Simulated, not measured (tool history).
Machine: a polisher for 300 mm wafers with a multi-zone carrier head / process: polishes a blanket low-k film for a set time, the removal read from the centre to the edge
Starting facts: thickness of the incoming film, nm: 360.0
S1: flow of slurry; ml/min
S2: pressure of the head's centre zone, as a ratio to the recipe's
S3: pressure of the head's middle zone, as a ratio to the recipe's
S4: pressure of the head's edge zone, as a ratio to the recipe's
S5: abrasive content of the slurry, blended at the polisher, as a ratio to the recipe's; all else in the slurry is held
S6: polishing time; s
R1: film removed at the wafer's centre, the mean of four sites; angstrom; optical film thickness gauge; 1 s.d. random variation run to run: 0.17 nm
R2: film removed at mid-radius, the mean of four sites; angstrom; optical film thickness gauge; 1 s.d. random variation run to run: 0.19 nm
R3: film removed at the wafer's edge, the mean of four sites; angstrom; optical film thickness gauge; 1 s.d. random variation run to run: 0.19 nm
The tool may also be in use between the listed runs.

run 1 day=0 | S1=275 S2=1 S3=1 S4=1 S5=1 S6=59 | R1=138.65 R2=136.34 R3=139.22
run 2 day=0.15 | S1=280 S2=0.98 S3=1.04 S4=1.03 S5=1.05 S6=59 | R1=140.38 R2=147.05 R3=145.15
run 3 day=0.342 | S1=285 S2=0.97 S3=1.06 S4=1.06 S5=1.1 S6=59 | R1=141.74 R2=151.34 R3=153.02
run 4 day=0.608 | S1=330 S2=0.97 S3=1.06 S4=1.06 S5=1.1 S6=59 | R1=145.27 R2=153.87 R3=152.74
run 5 day=0.708 | S1=330 S2=0.96 S3=1.09 S4=1.07 S5=1.1 S6=59 | R1=145.35 R2=159.75 R3=153.8
run 6 day=0.871 | S1=330 S2=1 S3=1.09 S4=1.07 S5=1.1 S6=59 | R1=148.83 R2=160.07 R3=156.45

Run 7 is up next; what results do you expect?
run 7 day=0.908 | S1=330 S2=0.99 S3=1.11 S4=1.09 S5=1.1 S6=59 | R1=? R2=? R3=?

Run 7 produced R1 146.91 angstrom, R2 162.06 angstrom, R3 155.32 angstrom.
